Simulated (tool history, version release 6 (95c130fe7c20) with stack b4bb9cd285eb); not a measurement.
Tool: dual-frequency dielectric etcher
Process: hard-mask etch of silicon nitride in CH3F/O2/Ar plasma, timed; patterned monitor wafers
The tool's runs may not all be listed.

run	hour	source power (W)	bias power (W)	etch time (s)	mean etch depth across the wafer (Å)
1	0	400	97	130.5	1041.6
2	4.2	430	97	130.5	1066.1
3	8.6	430	112	130.5	1117
4	13.6	430	118	130.5	1125
5	14.8	500	118	130.5	1189.3
6	15.8	500	118	119.5	1089.8

Forecast run 7:
7	20.6	420	110	119.5	?

{"run 7": {"mean etch depth across the wafer (Å)": 988.91}}
